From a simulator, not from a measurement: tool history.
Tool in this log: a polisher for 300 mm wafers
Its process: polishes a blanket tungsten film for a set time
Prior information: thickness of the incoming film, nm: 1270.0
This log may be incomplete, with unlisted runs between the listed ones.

run,hour,flow of slurry (ml/min),pressure of the wafer on the pad (psi),speed of the pad under the wafer (cm/s),abrasive content of the slurry,polishing time (s),film removed (angstrom)
1,0,230,2.5,124,1,119,4167.1
2,4.1,230,2.5,124,1,119,4265
3,9.2,230,2.4,124,1,119,3959.8
4,13,230,2.1,124,1,119,3539.3
5,19.5,230,2.1,124,1.2,119,3643.9
6,27.5,230,2.1,124,1.2,119,3659.2

Run 7 has not been measured yet. What should we expect?
7,28.9,230,2,124,1.2,119,?

film removed (angstrom): 3468
